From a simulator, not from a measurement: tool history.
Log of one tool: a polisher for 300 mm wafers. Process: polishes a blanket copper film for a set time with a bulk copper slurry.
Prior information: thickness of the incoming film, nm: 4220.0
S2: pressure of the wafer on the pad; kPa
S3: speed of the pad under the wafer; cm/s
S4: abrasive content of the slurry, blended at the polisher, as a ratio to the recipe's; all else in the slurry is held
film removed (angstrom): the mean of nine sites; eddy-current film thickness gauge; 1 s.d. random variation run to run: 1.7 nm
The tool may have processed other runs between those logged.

{"run": 1, "hour": 0.0, "flow of slurry (ml/min)": 190, "S2": 22.1, "S3": 106, "S4": 1.0, "polishing time (s)": 34, "film removed (angstrom)": 4214.7}
{"run": 2, "hour": 7.7, "flow of slurry (ml/min)": 190, "S2": 19.3, "S3": 96, "S4": 1.0, "polishing time (s)": 34, "film removed (angstrom)": 3288.7}
{"run": 3, "hour": 16.1, "flow of slurry (ml/min)": 190, "S2": 17.2, "S3": 96, "S4": 1.0, "polishing time (s)": 34, "film removed (angstrom)": 2960.0}
{"run": 4, "hour": 23.7, "flow of slurry (ml/min)": 190, "S2": 15.9, "S3": 90, "S4": 1.0, "polishing time (s)": 34, "film removed (angstrom)": 2610.7}
{"run": 5, "hour": 28.8, "flow of slurry (ml/min)": 190, "S2": 15.9, "S3": 78, "S4": 1.0, "polishing time (s)": 34, "film removed (angstrom)": 2234.4}
{"run": 6, "hour": 29.7, "flow of slurry (ml/min)": 190, "S2": 21.4, "S3": 78, "S4": 1.0, "polishing time (s)": 34, "film removed (angstrom)": 2932.6}
{"run": 7, "hour": 31.1, "flow of slurry (ml/min)": 190, "S2": 18.6, "S3": 76, "S4": 1.0, "polishing time (s)": 34, "film removed (angstrom)": 2604.1}
{"run": 8, "hour": 38.8, "flow of slurry (ml/min)": 185, "S2": 12.4, "S3": 54, "S4": 1.0, "polishing time (s)": 34, "film removed (angstrom)": 1240.8}
{"run": 9, "hour": 44.7, "flow of slurry (ml/min)": 195, "S2": 13.1, "S3": 54, "S4": 1.0, "polishing time (s)": 34, "film removed (angstrom)": 1316.9}
{"run": 10, "hour": 47.6, "flow of slurry (ml/min)": 195, "S2": 13.1, "S3": 54, "S4": 1.0, "polishing time (s)": 34, "film removed (angstrom)": 1314.6}

What does the tool deliver on the next run?
{"run": 11, "hour": 53.5, "flow of slurry (ml/min)": 195, "S2": 13.8, "S3": 54, "S4": 1.0, "polishing time (s)": 34, "film removed (angstrom)": "?"}

{"run 11": {"film removed (angstrom)": 1408.2}}

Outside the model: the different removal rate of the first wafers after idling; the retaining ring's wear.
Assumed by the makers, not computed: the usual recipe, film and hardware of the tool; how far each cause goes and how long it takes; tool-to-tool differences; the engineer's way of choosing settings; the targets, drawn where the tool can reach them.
